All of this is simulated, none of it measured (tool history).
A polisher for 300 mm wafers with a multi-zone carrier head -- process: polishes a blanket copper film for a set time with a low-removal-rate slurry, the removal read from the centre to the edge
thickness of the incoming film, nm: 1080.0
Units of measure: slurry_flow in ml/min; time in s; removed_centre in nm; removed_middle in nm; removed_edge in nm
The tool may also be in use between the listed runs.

run	hour	slurry_flow	centre_zone	middle_zone	edge_zone	slurry_solids	time	removed_centre	removed_middle	removed_edge
1	0	145	1	1	1	1	32	131.54	128.92	133.68
2	8.1	155	0.97	1.04	1.02	1.1	33	134.55	144.79	140.84
3	8.6	155	1.03	1.04	1.02	1.1	33	144.07	139.57	143.75
4	16.3	160	1	1.07	1.05	1.2	34	148.9	154.54	153.89
5	19.1	160	1.03	1.07	1.05	1.2	34	153.2	152.15	148.16
6	23.6	165	0.99	1.08	1.07	1.25	35	152.83	162.69	159.33

For run 7, what comes out?
7	28.1	205	0.91	1.18	1.14	1.5	36	?	?	?

{"run 7": {"removed_centre": 159.31, "removed_middle": 195.04, "removed_edge": 175.14}}
